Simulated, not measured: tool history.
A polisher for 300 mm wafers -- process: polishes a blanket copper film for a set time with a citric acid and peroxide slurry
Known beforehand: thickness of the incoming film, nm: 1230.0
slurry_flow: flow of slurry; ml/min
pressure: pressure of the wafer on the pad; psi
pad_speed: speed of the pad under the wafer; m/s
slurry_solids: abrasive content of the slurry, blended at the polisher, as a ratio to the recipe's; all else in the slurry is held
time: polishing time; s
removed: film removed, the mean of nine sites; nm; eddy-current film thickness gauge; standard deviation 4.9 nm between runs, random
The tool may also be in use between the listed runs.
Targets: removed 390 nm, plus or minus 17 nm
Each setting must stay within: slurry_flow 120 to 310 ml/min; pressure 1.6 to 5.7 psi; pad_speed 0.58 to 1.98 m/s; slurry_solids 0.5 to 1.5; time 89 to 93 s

| run | day | slurry_flow | pressure | pad_speed | slurry_solids | time | removed |
|---|---|---|---|---|---|---|---|
| 1 | 0 | 200 | 3.6 | 1.28 | 1 | 89 | 240.9 |
| 2 | 0.375 | 200 | 3.6 | 1.28 | 0.85 | 89 | 226.91 |
| 3 | 0.571 | 180 | 3.6 | 1.28 | 0.85 | 89 | 221.25 |
| 4 | 0.867 | 180 | 4 | 1.28 | 0.85 | 89 | 235.42 |
| 5 | 1.104 | 180 | 4.7 | 1.28 | 0.85 | 89 | 269.63 |
| 6 | 1.462 | 180 | 4.7 | 1.28 | 0.85 | 89 | 264.4 |
|  | 1.567 | slurry nozzle cleaned |
| 7 | 1.567 | 190 | 5 | 1.34 | 0.85 | 89 | 302.53 |
| 8 | 1.912 | 205 | 5.2 | 1.36 | 0.85 | 89 | 313.34 |
| 9 | 1.946 | 205 | 5.3 | 1.4 | 0.85 | 89 | 323.8 |
| 10 | 2.242 | 205 | 5.4 | 1.44 | 0.85 | 89 | 330.02 |

Pick the move, out of 4, that brings all results within their allowed miss; only one does.
| A | 2.538 | 200 | 5.7 | 1.66 | 1 | 93 | ? |
| B | 2.538 | 190 | 5.7 | 1.64 | 1 | 93 | ? |
| C | 2.538 | 210 | 4.6 | 1.76 | 0.95 | 93 | ? |
| D | 2.538 | 230 | 5.7 | 1.72 | 0.8 | 93 | ? |

| move | removed |
|---|---|
| A | 443.86 |
| B | 436.78 |
| C | 395.08 |
| D | 430.69 |
A: pushes the last run's worst result past its target
B: pushes the last run's worst result past its target
C: hits every target within its allowed miss
D: pushes the last run's worst result past its target
Move C is the one to make.
